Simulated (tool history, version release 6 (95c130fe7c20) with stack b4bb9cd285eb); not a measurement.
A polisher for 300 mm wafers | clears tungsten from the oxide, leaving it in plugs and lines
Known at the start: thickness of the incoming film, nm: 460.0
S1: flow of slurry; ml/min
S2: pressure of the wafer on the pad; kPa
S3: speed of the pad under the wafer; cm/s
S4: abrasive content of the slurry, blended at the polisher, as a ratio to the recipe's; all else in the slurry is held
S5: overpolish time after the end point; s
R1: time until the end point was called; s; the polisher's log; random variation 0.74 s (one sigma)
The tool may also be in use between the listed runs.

run 1 hour=0 | S1=130 S2=27.6 S3=134 S4=1 S5=6 | R1=65.661
run 2 hour=7.2 | S1=145 S2=27.6 S3=134 S4=1 S5=6 | R1=67.499
run 3 hour=8.6 | S1=145 S2=34.5 S3=134 S4=1 S5=6 | R1=54.831
run 4 hour=17.5 | S1=160 S2=34.5 S3=134 S4=1 S5=6 | R1=51.259
run 5 hour=23.3 | S1=160 S2=35.2 S3=134 S4=1 S5=6 | R1=52.995
run 6 hour=28.8 | S1=160 S2=35.2 S3=134 S4=0.85 S5=6 | R1=53.617
run 7 hour=33.5 | S1=160 S2=35.9 S3=136 S4=0.85 S5=6 | R1=51.638
run 8 hour=37.5 | S1=160 S2=35.9 S3=136 S4=0.85 S5=6 | R1=51.968
run 9 hour=45.3 | S1=160 S2=36.5 S3=138 S4=0.85 S5=6 | R1=50.186
run 10 hour=47.8 | S1=160 S2=36.5 S3=138 S4=0.85 S5=6 | R1=50.467
run 11 hour=54.9 | S1=160 S2=36.5 S3=138 S4=0.85 S5=6 | R1=50.975

Predict the results of run 12:
run 12 hour=56.7 | S1=160 S2=37.2 S3=140 S4=0.85 S5=6 | R1=?

{"run 12": {"R1": 51.251}}
